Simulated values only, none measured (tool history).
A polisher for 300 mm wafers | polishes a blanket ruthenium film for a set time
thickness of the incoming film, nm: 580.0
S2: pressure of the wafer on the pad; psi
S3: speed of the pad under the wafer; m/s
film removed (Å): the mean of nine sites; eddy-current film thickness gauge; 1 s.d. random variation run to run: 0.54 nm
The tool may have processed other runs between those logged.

run 1 hour=0.0 | flow_of_slurry_(ml/min)=120 S2=2.6 S3=1.00 polishing_time_(s)=84 | film_removed_(Å)=1243.20
run 2 hour=2.2 | flow_of_slurry_(ml/min)=90 S2=2.6 S3=1.00 polishing_time_(s)=84 | film_removed_(Å)=1157.10
run 3 hour=3.8 | flow_of_slurry_(ml/min)=70 S2=2.6 S3=1.00 polishing_time_(s)=84 | film_removed_(Å)=1074.60
run 4 hour=10.2 | flow_of_slurry_(ml/min)=70 S2=2.2 S3=0.98 polishing_time_(s)=84 | film_removed_(Å)=913.57
run 5 hour=11.7 | flow_of_slurry_(ml/min)=70 S2=2.2 S3=0.98 polishing_time_(s)=84 | film_removed_(Å)=912.96
run 6 hour=18.4 | flow_of_slurry_(ml/min)=70 S2=2.2 S3=0.98 polishing_time_(s)=84 | film_removed_(Å)=916.73
run 7 hour=23.9 | flow_of_slurry_(ml/min)=70 S2=1.9 S3=0.96 polishing_time_(s)=84 | film_removed_(Å)=795.95
run 8 hour=25.9 | flow_of_slurry_(ml/min)=70 S2=1.7 S3=0.96 polishing_time_(s)=84 | film_removed_(Å)=735.20
run 9 hour=32.9 | flow_of_slurry_(ml/min)=70 S2=1.6 S3=0.96 polishing_time_(s)=84 | film_removed_(Å)=692.65
run 10 hour=34.7 | flow_of_slurry_(ml/min)=70 S2=1.5 S3=0.96 polishing_time_(s)=84 | film_removed_(Å)=668.57

Estimate the outcome of run 11 from the log above:
run 11 hour=35.2 | flow_of_slurry_(ml/min)=70 S2=1.4 S3=0.96 polishing_time_(s)=84 | film_removed_(Å)=?

{"run 11": {"film removed (Å)": 614.48}}
